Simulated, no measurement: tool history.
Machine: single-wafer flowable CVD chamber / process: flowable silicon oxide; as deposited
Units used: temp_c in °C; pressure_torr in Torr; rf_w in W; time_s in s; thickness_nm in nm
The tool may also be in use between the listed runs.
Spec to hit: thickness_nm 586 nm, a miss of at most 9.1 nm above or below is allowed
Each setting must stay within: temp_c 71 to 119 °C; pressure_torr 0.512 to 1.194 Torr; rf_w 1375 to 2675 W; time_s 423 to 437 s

{"run": 1, "day": 0.0, "temp_c": 95, "pressure_torr": 0.853, "rf_w": 2025, "time_s": 423, "thickness_nm": 318.69}
{"run": 2, "day": 0.312, "temp_c": 95, "pressure_torr": 0.853, "rf_w": 2025, "time_s": 437, "thickness_nm": 325.6}
{"run": 3, "day": 0.433, "temp_c": 95, "pressure_torr": 0.853, "rf_w": 2025, "time_s": 437, "thickness_nm": 330.38}
{"run": 4, "day": 0.521, "temp_c": 90, "pressure_torr": 0.854, "rf_w": 2025, "time_s": 437, "thickness_nm": 379.65}
{"day": 0.608, "done": "thermocouple changed; heater temperature recalibrated"}
{"run": 5, "day": 0.608, "temp_c": 90, "pressure_torr": 0.854, "rf_w": 2025, "time_s": 437, "thickness_nm": 427.1}
{"run": 6, "day": 0.858, "temp_c": 88, "pressure_torr": 0.854, "rf_w": 2025, "time_s": 437, "thickness_nm": 452.47}
{"run": 7, "day": 1.15, "temp_c": 88, "pressure_torr": 0.854, "rf_w": 2025, "time_s": 437, "thickness_nm": 451.22}
{"run": 8, "day": 1.5, "temp_c": 86, "pressure_torr": 0.854, "rf_w": 2025, "time_s": 437, "thickness_nm": 475.55}
{"run": 9, "day": 1.529, "temp_c": 86, "pressure_torr": 0.854, "rf_w": 2025, "time_s": 437, "thickness_nm": 477.41}
{"run": 10, "day": 1.742, "temp_c": 85, "pressure_torr": 0.854, "rf_w": 2025, "time_s": 437, "thickness_nm": 488.77}
{"run": 11, "day": 2.025, "temp_c": 84, "pressure_torr": 0.854, "rf_w": 2025, "time_s": 437, "thickness_nm": 504.44}
{"run": 12, "day": 2.367, "temp_c": 83, "pressure_torr": 0.854, "rf_w": 2025, "time_s": 437, "thickness_nm": 513.88}

Next run, 5 choices. One meets every target within its allowed miss, the rest don't. Which?
{"run": "A", "day": 2.708, "temp_c": 79, "pressure_torr": 0.841, "rf_w": 2255, "time_s": 423, "thickness_nm": "?"}
{"run": "B", "day": 2.708, "temp_c": 83, "pressure_torr": 0.782, "rf_w": 1770, "time_s": 423, "thickness_nm": "?"}
{"run": "C", "day": 2.708, "temp_c": 85, "pressure_torr": 0.836, "rf_w": 2065, "time_s": 426, "thickness_nm": "?"}
{"run": "D", "day": 2.708, "temp_c": 87, "pressure_torr": 0.918, "rf_w": 1875, "time_s": 437, "thickness_nm": "?"}
{"run": "E", "day": 2.708, "temp_c": 78, "pressure_torr": 0.873, "rf_w": 2065, "time_s": 425, "thickness_nm": "?"}

move=A thickness_nm=555.99
move=B thickness_nm=444.51
move=C thickness_nm=467.7
move=D thickness_nm=488.72
move=E thickness_nm=586.28
A: closes in on the targets versus the last run, not all within tolerance yet
B: further off than the last run
C: further off than the last run
D: further off than the last run
E: each result inside its tolerance
Move E is the one to make.
